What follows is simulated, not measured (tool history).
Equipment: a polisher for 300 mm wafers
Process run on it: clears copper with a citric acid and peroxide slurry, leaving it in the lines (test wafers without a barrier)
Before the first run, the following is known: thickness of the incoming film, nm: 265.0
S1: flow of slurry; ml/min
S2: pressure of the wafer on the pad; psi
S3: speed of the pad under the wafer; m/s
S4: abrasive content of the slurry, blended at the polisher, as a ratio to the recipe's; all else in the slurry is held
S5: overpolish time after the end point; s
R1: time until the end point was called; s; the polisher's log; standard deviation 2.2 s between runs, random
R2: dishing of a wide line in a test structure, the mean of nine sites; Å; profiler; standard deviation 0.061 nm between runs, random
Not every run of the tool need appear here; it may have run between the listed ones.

run 1 hour=0.0 | S1=205 S2=2.4 S3=0.92 S4=1.00 S5=11 | R1=157.82 R2=147.860
run 2 hour=2.8 | S1=205 S2=2.3 S3=0.92 S4=1.00 S5=10 | R1=160.77 R2=128.000
run 3 hour=4.9 | S1=205 S2=2.1 S3=0.94 S4=1.00 S5=9 | R1=173.22 R2=107.210
run 4 hour=12.8 | S1=205 S2=2.0 S3=0.98 S4=1.00 S5=8 | R1=175.36 R2=96.242
run 5 hour=16.4 | S1=185 S2=2.0 S3=0.98 S4=1.00 S5=8 | R1=175.37 R2=93.392
run 6 hour=18.7 | S1=185 S2=2.0 S3=1.10 S4=1.00 S5=8 | R1=156.76 R2=106.240
run 7 hour=20.0 | S1=175 S2=1.9 S3=1.12 S4=1.05 S5=7 | R1=162.94 R2=88.987
run 8 hour=21.4 | S1=170 S2=1.8 S3=1.12 S4=1.10 S5=6 | R1=168.15 R2=73.429
run 9 hour=24.3 | S1=170 S2=1.7 S3=1.12 S4=1.15 S5=6 | R1=177.94 R2=70.993
run 10 hour=29.8 | S1=165 S2=1.7 S3=1.12 S4=1.20 S5=6 | R1=176.27 R2=70.111
run 11 hour=34.2 | S1=160 S2=1.7 S3=1.12 S4=1.25 S5=6 | R1=177.38 R2=71.894
run 12 hour=40.4 | S1=155 S2=1.6 S3=1.14 S4=1.20 S5=6 | R1=183.34 R2=67.556
run 13 hour=43.0 | S1=150 S2=1.6 S3=1.16 S4=1.25 S5=6 | R1=177.97 R2=68.994
run 14 hour=45.3 | S1=145 S2=1.6 S3=1.18 S4=1.25 S5=6 | R1=177.67 R2=71.457
-- hour=52.2 slurry blender recalibrated
run 15 hour=52.2 | S1=200 S2=1.1 S3=1.10 S4=1.40 S5=3 | R1=234.31 R2=26.419
run 16 hour=60.8 | S1=145 S2=1.7 S3=1.10 S4=1.35 S5=3 | R1=163.01 R2=37.724
run 17 hour=65.1 | S1=145 S2=1.7 S3=1.10 S4=1.35 S5=3 | R1=167.32 R2=39.019
run 18 hour=65.9 | S1=145 S2=1.7 S3=1.10 S4=1.30 S5=3 | R1=165.30 R2=38.809
run 19 hour=68.8 | S1=145 S2=1.7 S3=1.10 S4=1.25 S5=3 | R1=169.14 R2=37.306
run 20 hour=71.0 | S1=150 S2=1.3 S3=1.10 S4=1.35 S5=7 | R1=210.98 R2=67.168
run 21 hour=77.5 | S1=150 S2=1.4 S3=1.08 S4=1.35 S5=7 | R1=199.18 R2=70.455
run 22 hour=85.0 | S1=155 S2=1.4 S3=1.06 S4=1.35 S5=7 | R1=206.01 R2=71.689
run 23 hour=86.2 | S1=160 S2=1.4 S3=1.04 S4=1.35 S5=7 | R1=206.62 R2=70.400

What will run 24 give?
run 24 hour=88.1 | S1=165 S2=1.4 S3=1.02 S4=1.35 S5=7 | R1=? R2=?

R1: 212.83 s
R2: 69.117 Å

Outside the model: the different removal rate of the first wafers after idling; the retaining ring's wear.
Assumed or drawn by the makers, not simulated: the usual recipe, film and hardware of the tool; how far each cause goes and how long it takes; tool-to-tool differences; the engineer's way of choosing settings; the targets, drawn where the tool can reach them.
